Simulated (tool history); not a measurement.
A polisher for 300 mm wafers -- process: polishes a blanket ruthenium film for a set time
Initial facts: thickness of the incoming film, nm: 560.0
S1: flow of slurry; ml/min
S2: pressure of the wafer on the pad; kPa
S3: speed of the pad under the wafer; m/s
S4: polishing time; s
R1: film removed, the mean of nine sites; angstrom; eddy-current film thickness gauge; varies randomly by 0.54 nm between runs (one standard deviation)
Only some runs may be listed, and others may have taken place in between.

run,hour,S1,S2,S3,S4,R1
1,0.0,210,19.3,1.26,48,1067.40
2,2.4,210,17.2,1.16,48,915.42
3,5.4,205,15.9,1.04,48,765.44
4,7.2,205,14.5,0.96,48,678.12
5,7.9,205,14.5,0.96,48,681.29
6,13.8,245,14.5,0.96,48,688.06
7,15.3,245,14.5,0.96,48,711.16
8,23.7,235,13.1,0.90,48,614.95
9,28.8,215,9.0,0.66,48,361.43
10,31.8,220,9.0,0.66,48,362.61
11,38.5,225,9.0,0.66,48,364.96
12,42.2,225,9.0,0.66,48,374.81
13,46.2,230,9.0,0.66,48,362.26

Predict the results of run 14:
14,47.0,230,9.7,0.66,48,?

{"run 14": {"R1": 380.07}}
